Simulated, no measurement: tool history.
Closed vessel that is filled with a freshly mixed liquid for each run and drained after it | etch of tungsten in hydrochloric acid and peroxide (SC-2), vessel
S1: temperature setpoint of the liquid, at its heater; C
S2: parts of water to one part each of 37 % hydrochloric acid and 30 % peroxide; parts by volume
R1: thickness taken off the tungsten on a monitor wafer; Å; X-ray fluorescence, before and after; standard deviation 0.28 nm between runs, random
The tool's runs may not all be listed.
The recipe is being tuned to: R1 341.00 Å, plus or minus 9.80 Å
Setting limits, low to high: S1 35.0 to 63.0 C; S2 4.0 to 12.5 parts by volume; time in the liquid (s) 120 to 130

{"run": 1, "day": 0.0, "S1": 47.0, "S2": 7.0, "time in the liquid (s)": 120, "R1": 324.92}
{"run": 2, "day": 0.192, "S1": 47.0, "S2": 7.0, "time in the liquid (s)": 120, "R1": 326.19}
{"run": 3, "day": 0.546, "S1": 40.0, "S2": 7.0, "time in the liquid (s)": 120, "R1": 205.14}
{"run": 4, "day": 0.879, "S1": 42.0, "S2": 7.0, "time in the liquid (s)": 120, "R1": 232.99}
{"run": 5, "day": 1.021, "S1": 46.5, "S2": 7.0, "time in the liquid (s)": 120, "R1": 311.91}
{"run": 6, "day": 1.262, "S1": 46.5, "S2": 5.5, "time in the liquid (s)": 120, "R1": 379.83}
{"run": 7, "day": 1.396, "S1": 46.0, "S2": 5.5, "time in the liquid (s)": 120, "R1": 366.5}
{"run": 8, "day": 1.704, "S1": 45.5, "S2": 5.5, "time in the liquid (s)": 120, "R1": 355.39}

Which single option among these 5 for the next run brings every result within its allowed miss of target? Just one does.
{"run": "A", "day": 2.012, "S1": 46.5, "S2": 7.0, "time in the liquid (s)": 120, "R1": "?"}
{"run": "B", "day": 2.012, "S1": 45.5, "S2": 6.0, "time in the liquid (s)": 125, "R1": "?"}
{"run": "C", "day": 2.012, "S1": 45.0, "S2": 6.0, "time in the liquid (s)": 120, "R1": "?"}
{"run": "D", "day": 2.012, "S1": 43.0, "S2": 4.0, "time in the liquid (s)": 120, "R1": "?"}
{"run": "E", "day": 2.012, "S1": 44.5, "S2": 4.5, "time in the liquid (s)": 120, "R1": "?"}

move=A R1=313.07
move=B R1=342.93
move=C R1=318.24
move=D R1=370.10
move=E R1=378.58
A: carries the result that was furthest off beyond its target, to the other side
B: hits every target within its allowed miss
C: carries the result that was furthest off beyond its target, to the other side
D: its largest miss is bigger than the last run's
E: its largest miss is bigger than the last run's
B meets every target.

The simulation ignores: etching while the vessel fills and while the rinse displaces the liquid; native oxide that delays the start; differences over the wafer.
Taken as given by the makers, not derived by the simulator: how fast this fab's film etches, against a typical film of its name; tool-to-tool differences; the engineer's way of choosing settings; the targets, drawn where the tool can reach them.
